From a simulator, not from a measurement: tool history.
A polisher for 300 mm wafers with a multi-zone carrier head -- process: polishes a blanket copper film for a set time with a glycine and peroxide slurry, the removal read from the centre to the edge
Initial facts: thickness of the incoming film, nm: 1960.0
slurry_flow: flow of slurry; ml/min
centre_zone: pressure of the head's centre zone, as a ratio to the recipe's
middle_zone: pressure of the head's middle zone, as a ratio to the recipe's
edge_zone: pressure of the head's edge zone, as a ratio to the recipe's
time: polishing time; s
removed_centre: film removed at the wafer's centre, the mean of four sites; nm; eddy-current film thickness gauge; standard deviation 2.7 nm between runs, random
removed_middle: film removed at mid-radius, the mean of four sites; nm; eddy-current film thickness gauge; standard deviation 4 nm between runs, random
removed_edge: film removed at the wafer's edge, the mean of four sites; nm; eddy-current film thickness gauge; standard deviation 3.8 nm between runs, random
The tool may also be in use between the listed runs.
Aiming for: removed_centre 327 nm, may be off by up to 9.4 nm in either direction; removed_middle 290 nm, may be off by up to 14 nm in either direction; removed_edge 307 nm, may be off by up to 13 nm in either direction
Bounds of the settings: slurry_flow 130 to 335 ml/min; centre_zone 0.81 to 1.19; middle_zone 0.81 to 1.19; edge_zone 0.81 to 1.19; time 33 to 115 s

| run | day | slurry_flow | centre_zone | middle_zone | edge_zone | time | removed_centre | removed_middle | removed_edge |
|---|---|---|---|---|---|---|---|---|---|
| 1 | 0 | 215 | 1 | 1 | 1 | 73 | 246.21 | 251 | 245.41 |
| 2 | 0.367 | 225 | 1.03 | 1 | 1.03 | 75 | 261.26 | 259.69 | 255.13 |
| 3 | 0.538 | 225 | 1.03 | 1.08 | 1.03 | 75 | 262.14 | 276.16 | 257.94 |
| 4 | 0.629 | 230 | 1.05 | 1.06 | 1.06 | 77 | 271.45 | 287.18 | 267.99 |
| 5 | 0.729 | 230 | 1.08 | 1.02 | 1.08 | 79 | 289.25 | 275.84 | 273.98 |
| 6 | 0.954 | 235 | 1.09 | 1.01 | 1.1 | 80 | 297.87 | 281.25 | 286 |
| 7 | 1.288 | 245 | 1.1 | 1.01 | 1.11 | 80 | 303.75 | 285.98 | 291.2 |
| 8 | 1.454 | 255 | 1.11 | 1 | 1.12 | 80 | 308.81 | 279.4 | 283.63 |
| 9 | 1.571 | 250 | 1.11 | 1 | 1.13 | 81 | 311.93 | 283.21 | 294.94 |
| 10 | 1.762 | 255 | 1.11 | 1 | 1.14 | 81 | 309.66 | 286.32 | 291.18 |
| 11 | 2.133 | 250 | 1.12 | 1 | 1.15 | 82 | 317.11 | 287.89 | 302.78 |

Which single option among these 5 for the next run brings every result within its allowed miss of target? Just one does.
| A | 2.504 | 150 | 1.19 | 1.02 | 1.19 | 88 | ? | ? | ? |
| B | 2.504 | 245 | 1.09 | 0.96 | 1.19 | 83 | ? | ? | ? |
| C | 2.504 | 140 | 0.99 | 0.81 | 1.19 | 99 | ? | ? | ? |
| D | 2.504 | 285 | 1.13 | 1.11 | 1.07 | 82 | ? | ? | ? |
| E | 2.504 | 185 | 1.09 | 1.01 | 1.04 | 86 | ? | ? | ? |

| move | removed_centre | removed_middle | removed_edge |
|---|---|---|---|
| A | 325.7 | 287.77 | 302.86 |
| B | 309.18 | 280.85 | 304.35 |
| C | 298.33 | 263.21 | 337.67 |
| D | 323.39 | 319.44 | 288.05 |
| E | 305.62 | 291.17 | 285.07 |
A: every result within its allowed miss
B: moves away from the targets compared with the last run
C: moves away from the targets compared with the last run
D: puts the biggest miss on target and leaves a different result outside tolerance
E: moves away from the targets compared with the last run
Go with A: it meets all targets.

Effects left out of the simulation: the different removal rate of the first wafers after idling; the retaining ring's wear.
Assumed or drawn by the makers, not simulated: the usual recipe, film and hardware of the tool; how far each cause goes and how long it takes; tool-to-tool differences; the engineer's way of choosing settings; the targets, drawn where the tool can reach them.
